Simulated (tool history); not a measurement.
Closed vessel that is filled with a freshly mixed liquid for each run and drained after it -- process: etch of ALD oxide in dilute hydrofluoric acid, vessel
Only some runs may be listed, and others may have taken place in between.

| run | hour | temperature setpoint of the liquid (C) | parts of water to one part of 49 % hydrofluoric acid (parts by volume) | time in the liquid (s) | thickness taken off the ALD oxide on a monitor wafer (angstrom) |
|---|---|---|---|---|---|
| 1 | 0.0 | 23.0 | 45 | 30 | 131.16 |
| 2 | 5.8 | 26.0 | 45 | 30 | 151.56 |
| 3 | 13.2 | 26.0 | 55 | 30 | 123.83 |
| 4 | 21.0 | 26.0 | 55 | 30 | 123.73 |
| 5 | 22.4 | 26.0 | 55 | 30 | 123.28 |
| 6 | 31.3 | 26.5 | 50 | 30 | 138.22 |
| 7 | 37.1 | 27.0 | 45 | 30 | 158.97 |
| 8 | 38.8 | 27.5 | 40 | 30 | 184.48 |

Run 9, settings as shown, results not yet in. Your forecast:
| 9 | 46.4 | 28.0 | 40 | 30 | ? |

thickness taken off the ALD oxide on a monitor wafer (angstrom): 184.89
